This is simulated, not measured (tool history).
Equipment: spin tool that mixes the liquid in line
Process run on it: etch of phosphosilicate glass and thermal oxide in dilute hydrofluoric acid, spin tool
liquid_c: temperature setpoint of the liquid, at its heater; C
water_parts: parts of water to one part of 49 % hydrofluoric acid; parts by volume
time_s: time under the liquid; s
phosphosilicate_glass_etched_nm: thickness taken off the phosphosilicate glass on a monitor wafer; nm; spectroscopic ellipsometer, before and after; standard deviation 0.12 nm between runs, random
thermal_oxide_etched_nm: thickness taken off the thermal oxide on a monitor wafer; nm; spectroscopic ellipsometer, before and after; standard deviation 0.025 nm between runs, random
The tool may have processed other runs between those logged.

run,hour,liquid_c,water_parts,time_s,phosphosilicate_glass_etched_nm,thermal_oxide_etched_nm
1,0.0,25.0,70,30,53.410,2.0780
2,7.2,22.5,70,30,47.945,1.8640
3,12.2,20.5,70,30,44.231,1.6970
4,15.2,24.0,70,30,51.282,2.0085
5,18.7,22.0,70,30,47.358,1.8399
6,26.3,22.0,80,30,40.816,1.5711

What will run 7 give?
7,32.5,21.5,80,30,?,?

{"run 7": {"phosphosilicate_glass_etched_nm": 40.199, "thermal_oxide_etched_nm": 1.595}}
